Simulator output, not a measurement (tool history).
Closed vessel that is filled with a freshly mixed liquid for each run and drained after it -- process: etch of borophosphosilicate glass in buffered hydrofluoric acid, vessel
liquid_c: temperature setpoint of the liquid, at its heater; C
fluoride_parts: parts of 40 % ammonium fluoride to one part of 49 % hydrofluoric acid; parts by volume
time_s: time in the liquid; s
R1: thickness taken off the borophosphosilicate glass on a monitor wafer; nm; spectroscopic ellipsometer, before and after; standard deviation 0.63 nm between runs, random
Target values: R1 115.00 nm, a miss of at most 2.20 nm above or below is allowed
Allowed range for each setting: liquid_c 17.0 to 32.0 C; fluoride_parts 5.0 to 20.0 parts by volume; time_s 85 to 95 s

{"run": 1, "hour": 0.0, "liquid_c": 24.0, "fluoride_parts": 12.0, "time_s": 85, "R1": 210.69}
{"run": 2, "hour": 0.6, "liquid_c": 24.0, "fluoride_parts": 15.0, "time_s": 85, "R1": 171.18}
{"run": 3, "hour": 6.1, "liquid_c": 23.0, "fluoride_parts": 15.0, "time_s": 85, "R1": 161.41}
{"run": 4, "hour": 12.9, "liquid_c": 23.0, "fluoride_parts": 15.0, "time_s": 85, "R1": 160.07}
{"run": 5, "hour": 17.0, "liquid_c": 23.0, "fluoride_parts": 12.5, "time_s": 85, "R1": 193.47}
{"run": 6, "hour": 24.7, "liquid_c": 26.5, "fluoride_parts": 12.5, "time_s": 85, "R1": 229.87}
{"run": 7, "hour": 28.9, "liquid_c": 24.0, "fluoride_parts": 13.5, "time_s": 85, "R1": 186.47}
{"run": 8, "hour": 37.5, "liquid_c": 20.0, "fluoride_parts": 15.5, "time_s": 85, "R1": 132.2}
{"run": 9, "hour": 38.8, "liquid_c": 19.5, "fluoride_parts": 15.5, "time_s": 85, "R1": 128.26}
{"run": 10, "hour": 42.0, "liquid_c": 19.0, "fluoride_parts": 15.5, "time_s": 85, "R1": 125.74}
{"run": 11, "hour": 45.9, "liquid_c": 18.5, "fluoride_parts": 15.5, "time_s": 85, "R1": 120.3}
{"run": 12, "hour": 51.0, "liquid_c": 18.0, "fluoride_parts": 15.5, "time_s": 85, "R1": 118.35}

Consider the 4 candidate settings below. Which is the only one whose results all fall within their allowed miss of target?
{"run": "A", "hour": 56.1, "liquid_c": 17.0, "fluoride_parts": 14.0, "time_s": 85, "R1": "?"}
{"run": "B", "hour": 56.1, "liquid_c": 17.0, "fluoride_parts": 15.0, "time_s": 85, "R1": "?"}
{"run": "C", "hour": 56.1, "liquid_c": 17.0, "fluoride_parts": 13.5, "time_s": 85, "R1": "?"}
{"run": "D", "hour": 56.1, "liquid_c": 17.0, "fluoride_parts": 15.0, "time_s": 90, "R1": "?"}

move=A R1=124.15
move=B R1=115.96
move=C R1=128.69
move=D R1=122.79
A: moves away from the targets compared with the last run
B: meets every target
C: moves away from the targets compared with the last run
D: moves away from the targets compared with the last run
The move that meets every target is B.
